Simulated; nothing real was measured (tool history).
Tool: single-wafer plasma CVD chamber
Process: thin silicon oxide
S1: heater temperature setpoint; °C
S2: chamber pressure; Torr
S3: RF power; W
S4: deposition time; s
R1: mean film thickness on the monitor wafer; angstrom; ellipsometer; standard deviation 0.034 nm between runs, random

run 1 hour=0.0 | S1=380 S2=0.546 S3=300 S4=7.76 | R1=100.430
run 2 hour=1.4 | S1=380 S2=0.546 S3=300 S4=8.01 | R1=103.250
run 3 hour=8.1 | S1=380 S2=0.546 S3=265 S4=8.01 | R1=97.788
run 4 hour=9.7 | S1=380 S2=0.538 S3=265 S4=8.01 | R1=96.723
-- hour=10.6 RF generator calibrated
run 5 hour=10.6 | S1=380 S2=0.530 S3=265 S4=8.01 | R1=97.016
run 6 hour=14.1 | S1=380 S2=0.530 S3=240 S4=8.01 | R1=93.230

For run 7, what comes out?
run 7 hour=18.2 | S1=380 S2=0.524 S3=240 S4=8.01 | R1=?

R1: 91.590 angstrom
